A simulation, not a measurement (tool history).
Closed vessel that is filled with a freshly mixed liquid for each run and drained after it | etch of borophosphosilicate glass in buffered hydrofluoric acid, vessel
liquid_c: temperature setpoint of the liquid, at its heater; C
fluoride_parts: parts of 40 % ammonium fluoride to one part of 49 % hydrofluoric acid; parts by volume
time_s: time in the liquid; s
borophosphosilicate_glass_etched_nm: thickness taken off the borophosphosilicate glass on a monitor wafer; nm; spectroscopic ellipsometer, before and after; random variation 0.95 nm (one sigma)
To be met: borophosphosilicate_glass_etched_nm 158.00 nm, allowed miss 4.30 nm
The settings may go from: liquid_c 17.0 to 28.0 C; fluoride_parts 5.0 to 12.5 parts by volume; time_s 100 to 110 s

| run | hour | liquid_c | fluoride_parts | time_s | borophosphosilicate_glass_etched_nm |
|---|---|---|---|---|---|
| 1 | 0.0 | 20.0 | 7.5 | 100 | 124.96 |
| 2 | 4.9 | 20.0 | 7.5 | 100 | 126.51 |
| 3 | 8.2 | 17.5 | 7.5 | 100 | 110.56 |
| 4 | 14.2 | 19.5 | 7.5 | 100 | 122.80 |
| 5 | 18.4 | 19.5 | 7.5 | 110 | 134.80 |
| 6 | 21.2 | 20.0 | 7.5 | 110 | 137.03 |
| 7 | 24.8 | 20.5 | 7.5 | 110 | 142.28 |
| 8 | 32.1 | 21.0 | 7.5 | 110 | 146.16 |
| 9 | 37.9 | 21.5 | 7.5 | 110 | 150.67 |

4 next moves are on the table. One of them brings every result within its allowed miss. Which?
| A | 43.7 | 20.5 | 7.5 | 110 | ? |
| B | 43.7 | 21.0 | 7.5 | 110 | ? |
| C | 43.7 | 22.0 | 8.0 | 110 | ? |
| D | 43.7 | 21.0 | 7.0 | 110 | ? |

| move | borophosphosilicate_glass_etched_nm |
|---|---|
| A | 141.94 |
| B | 145.88 |
| C | 143.56 |
| D | 157.33 |
A: further off than the last run
B: further off than the last run
C: further off than the last run
D: meets every target
Answer: D
